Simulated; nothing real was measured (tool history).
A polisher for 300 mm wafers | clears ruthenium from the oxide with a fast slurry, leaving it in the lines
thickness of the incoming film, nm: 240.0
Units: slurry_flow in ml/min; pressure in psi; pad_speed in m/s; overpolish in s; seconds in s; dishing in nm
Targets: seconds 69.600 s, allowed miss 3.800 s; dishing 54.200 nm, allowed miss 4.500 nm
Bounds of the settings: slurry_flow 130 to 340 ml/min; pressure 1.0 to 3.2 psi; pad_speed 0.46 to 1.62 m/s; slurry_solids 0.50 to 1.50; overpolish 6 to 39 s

run,hour,slurry_flow,pressure,pad_speed,slurry_solids,overpolish,seconds,dishing
1,0.0,220,2.1,1.04,1.00,20,87.584,36.802
2,7.6,220,2.1,1.04,0.85,20,92.043,34.292
3,11.4,220,2.2,1.04,0.85,21,90.043,37.389
4,14.8,220,2.2,1.04,0.85,13,91.260,24.584
5,17.5,220,2.2,1.04,0.85,7,90.709,14.054
6,22.8,220,2.3,1.04,0.85,9,85.825,18.277
7,26.4,220,2.4,1.04,0.85,11,84.766,22.697
8,28.0,220,2.5,1.04,0.85,12,83.486,25.405

4 next moves are on the table. One of them brings every result within its allowed miss. Which?
A,29.6,220,1.8,1.26,0.75,8,?,?
B,29.6,225,2.5,1.26,0.95,19,?,?
C,29.6,235,3.1,1.00,0.85,8,?,?
D,29.6,165,2.8,1.04,1.05,25,?,?

move,seconds,dishing
A,101.040,13.917
B,67.486,42.046
C,68.854,19.807
D,68.795,50.951
A: further off than the last run
B: nearer than the last run, and not there yet
C: further off than the last run
D: meets every target
Answer: D
